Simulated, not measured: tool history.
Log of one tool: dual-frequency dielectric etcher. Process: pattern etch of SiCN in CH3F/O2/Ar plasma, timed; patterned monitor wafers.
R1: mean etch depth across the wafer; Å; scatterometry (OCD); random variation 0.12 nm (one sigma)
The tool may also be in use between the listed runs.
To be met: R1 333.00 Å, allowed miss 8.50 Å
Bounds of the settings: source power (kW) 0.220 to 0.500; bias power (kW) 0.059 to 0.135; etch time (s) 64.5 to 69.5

run 1 hour=0.0 | source_power_(kW)=0.360 bias_power_(kW)=0.097 etch_time_(s)=69.5 | R1=278.38
run 2 hour=1.8 | source_power_(kW)=0.390 bias_power_(kW)=0.101 etch_time_(s)=69.5 | R1=292.87
run 3 hour=8.3 | source_power_(kW)=0.370 bias_power_(kW)=0.101 etch_time_(s)=69.5 | R1=286.02
run 4 hour=14.0 | source_power_(kW)=0.400 bias_power_(kW)=0.103 etch_time_(s)=69.5 | R1=298.18
run 5 hour=17.3 | source_power_(kW)=0.420 bias_power_(kW)=0.105 etch_time_(s)=69.5 | R1=307.57
run 6 hour=24.5 | source_power_(kW)=0.450 bias_power_(kW)=0.105 etch_time_(s)=69.5 | R1=316.40
run 7 hour=29.4 | source_power_(kW)=0.460 bias_power_(kW)=0.106 etch_time_(s)=69.5 | R1=320.28
run 8 hour=30.7 | source_power_(kW)=0.470 bias_power_(kW)=0.107 etch_time_(s)=69.5 | R1=324.88

4 next moves are on the table. One of them brings every result within its allowed miss. Which?
run A hour=32.0 | source_power_(kW)=0.470 bias_power_(kW)=0.101 etch_time_(s)=68.0 | R1=?
run B hour=32.0 | source_power_(kW)=0.500 bias_power_(kW)=0.097 etch_time_(s)=67.0 | R1=?
run C hour=32.0 | source_power_(kW)=0.500 bias_power_(kW)=0.101 etch_time_(s)=68.0 | R1=?
run D hour=32.0 | source_power_(kW)=0.500 bias_power_(kW)=0.122 etch_time_(s)=67.5 | R1=?

move=A R1=310.86
move=B R1=310.62
move=C R1=319.24
move=D R1=336.75
A: further off than the last run
B: further off than the last run
C: further off than the last run
D: meets every target
The right move is D.
